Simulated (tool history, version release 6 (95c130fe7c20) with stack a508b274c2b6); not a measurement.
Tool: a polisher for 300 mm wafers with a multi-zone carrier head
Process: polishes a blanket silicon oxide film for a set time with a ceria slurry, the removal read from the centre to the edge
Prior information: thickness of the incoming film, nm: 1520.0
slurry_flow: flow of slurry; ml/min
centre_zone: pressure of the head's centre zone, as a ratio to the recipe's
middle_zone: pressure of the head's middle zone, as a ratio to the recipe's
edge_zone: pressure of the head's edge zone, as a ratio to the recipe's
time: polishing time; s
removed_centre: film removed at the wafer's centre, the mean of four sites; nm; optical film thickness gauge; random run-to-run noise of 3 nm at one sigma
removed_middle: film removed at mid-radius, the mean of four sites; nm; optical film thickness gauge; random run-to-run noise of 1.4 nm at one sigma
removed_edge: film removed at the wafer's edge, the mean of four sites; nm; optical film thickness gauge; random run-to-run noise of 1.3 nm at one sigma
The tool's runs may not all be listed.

{"run": 1, "hour": 0.0, "slurry_flow": 155, "centre_zone": 1.0, "middle_zone": 1.0, "edge_zone": 1.0, "time": 63, "removed_centre": 244.62, "removed_middle": 247.04, "removed_edge": 242.13}
{"run": 2, "hour": 3.9, "slurry_flow": 125, "centre_zone": 1.0, "middle_zone": 1.0, "edge_zone": 1.0, "time": 63, "removed_centre": 232.78, "removed_middle": 238.39, "removed_edge": 234.9}
{"run": 3, "hour": 7.3, "slurry_flow": 125, "centre_zone": 1.0, "middle_zone": 1.0, "edge_zone": 1.0, "time": 53, "removed_centre": 195.55, "removed_middle": 199.84, "removed_edge": 194.75}
{"run": 4, "hour": 8.4, "slurry_flow": 135, "centre_zone": 1.01, "middle_zone": 1.01, "edge_zone": 0.99, "time": 53, "removed_centre": 201.95, "removed_middle": 206.74, "removed_edge": 197.42}
{"run": 5, "hour": 12.0, "slurry_flow": 140, "centre_zone": 1.01, "middle_zone": 1.02, "edge_zone": 0.98, "time": 53, "removed_centre": 205.0, "removed_middle": 207.35, "removed_edge": 196.23}
{"hour": 20.2, "done": "edge zone pressure recalibrated"}
{"run": 6, "hour": 20.2, "slurry_flow": 140, "centre_zone": 1.01, "middle_zone": 1.02, "edge_zone": 0.91, "time": 53, "removed_centre": 200.74, "removed_middle": 206.63, "removed_edge": 199.47}
{"run": 7, "hour": 20.9, "slurry_flow": 145, "centre_zone": 1.02, "middle_zone": 1.03, "edge_zone": 0.91, "time": 53, "removed_centre": 203.25, "removed_middle": 212.32, "removed_edge": 198.91}

Expected results for the next run?
{"run": 8, "hour": 24.4, "slurry_flow": 150, "centre_zone": 1.03, "middle_zone": 1.03, "edge_zone": 0.91, "time": 53, "removed_centre": "?", "removed_middle": "?", "removed_edge": "?"}

{"run 8": {"removed_centre": 209.44, "removed_middle": 213.2, "removed_edge": 203.08}}
